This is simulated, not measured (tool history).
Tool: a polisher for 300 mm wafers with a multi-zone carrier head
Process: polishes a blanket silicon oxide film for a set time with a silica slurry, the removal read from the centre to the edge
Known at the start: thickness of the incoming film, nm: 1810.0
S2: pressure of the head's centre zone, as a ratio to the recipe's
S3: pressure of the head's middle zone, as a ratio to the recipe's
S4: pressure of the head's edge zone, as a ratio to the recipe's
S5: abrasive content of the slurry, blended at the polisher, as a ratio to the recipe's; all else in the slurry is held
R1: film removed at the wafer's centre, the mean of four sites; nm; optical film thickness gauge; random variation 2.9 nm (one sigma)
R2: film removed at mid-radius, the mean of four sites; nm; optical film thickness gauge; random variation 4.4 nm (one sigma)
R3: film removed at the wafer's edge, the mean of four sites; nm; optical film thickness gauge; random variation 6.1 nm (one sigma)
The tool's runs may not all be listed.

{"run": 1, "hour": 0.0, "flow of slurry (ml/min)": 250, "S2": 1.0, "S3": 1.0, "S4": 1.0, "S5": 1.0, "polishing time (s)": 75, "R1": 286.61, "R2": 285.33, "R3": 291.28}
{"run": 2, "hour": 0.9, "flow of slurry (ml/min)": 250, "S2": 0.92, "S3": 1.0, "S4": 1.0, "S5": 1.0, "polishing time (s)": 75, "R1": 265.7, "R2": 288.4, "R3": 289.68}
{"run": 3, "hour": 4.4, "flow of slurry (ml/min)": 260, "S2": 0.95, "S3": 1.05, "S4": 1.04, "S5": 1.15, "polishing time (s)": 76, "R1": 295.17, "R2": 315.16, "R3": 307.89}
{"run": 4, "hour": 6.7, "flow of slurry (ml/min)": 260, "S2": 0.95, "S3": 1.05, "S4": 1.04, "S5": 1.0, "polishing time (s)": 76, "R1": 277.3, "R2": 304.89, "R3": 306.54}
{"run": 5, "hour": 8.8, "flow of slurry (ml/min)": 260, "S2": 0.95, "S3": 1.05, "S4": 1.04, "S5": 1.0, "polishing time (s)": 64, "R1": 234.67, "R2": 253.39, "R3": 259.93}
{"run": 6, "hour": 16.1, "flow of slurry (ml/min)": 260, "S2": 0.95, "S3": 1.05, "S4": 1.1, "S5": 1.0, "polishing time (s)": 64, "R1": 236.48, "R2": 248.42, "R3": 266.96}
{"run": 7, "hour": 24.9, "flow of slurry (ml/min)": 300, "S2": 1.0, "S3": 1.15, "S4": 1.08, "S5": 1.25, "polishing time (s)": 84, "R1": 351.2, "R2": 379.86, "R3": 367.76}
{"run": 8, "hour": 28.6, "flow of slurry (ml/min)": 300, "S2": 0.99, "S3": 1.16, "S4": 1.08, "S5": 1.3, "polishing time (s)": 86, "R1": 364.38, "R2": 398.07, "R3": 379.58}
{"run": 9, "hour": 31.4, "flow of slurry (ml/min)": 300, "S2": 0.98, "S3": 1.17, "S4": 1.09, "S5": 1.35, "polishing time (s)": 87, "R1": 369.91, "R2": 406.84, "R3": 397.43}
{"run": 10, "hour": 38.8, "flow of slurry (ml/min)": 305, "S2": 0.97, "S3": 1.18, "S4": 1.07, "S5": 1.4, "polishing time (s)": 88, "R1": 375.53, "R2": 415.62, "R3": 408.68}
{"run": 11, "hour": 46.5, "flow of slurry (ml/min)": 290, "S2": 0.96, "S3": 1.18, "S4": 1.03, "S5": 1.4, "polishing time (s)": 90, "R1": 380.63, "R2": 418.4, "R3": 398.53}
{"run": 12, "hour": 54.1, "flow of slurry (ml/min)": 300, "S2": 0.95, "S3": 1.18, "S4": 1.02, "S5": 1.4, "polishing time (s)": 91, "R1": 384.47, "R2": 440.49, "R3": 409.06}

The next listed run, before its measurement:
{"run": 13, "hour": 60.0, "flow of slurry (ml/min)": 305, "S2": 0.95, "S3": 1.18, "S4": 1.02, "S5": 1.4, "polishing time (s)": 91, "R1": "?", "R2": "?", "R3": "?"}

Run 13 gave R1 381.74 nm, R2 433.77 nm, R3 414.29 nm.

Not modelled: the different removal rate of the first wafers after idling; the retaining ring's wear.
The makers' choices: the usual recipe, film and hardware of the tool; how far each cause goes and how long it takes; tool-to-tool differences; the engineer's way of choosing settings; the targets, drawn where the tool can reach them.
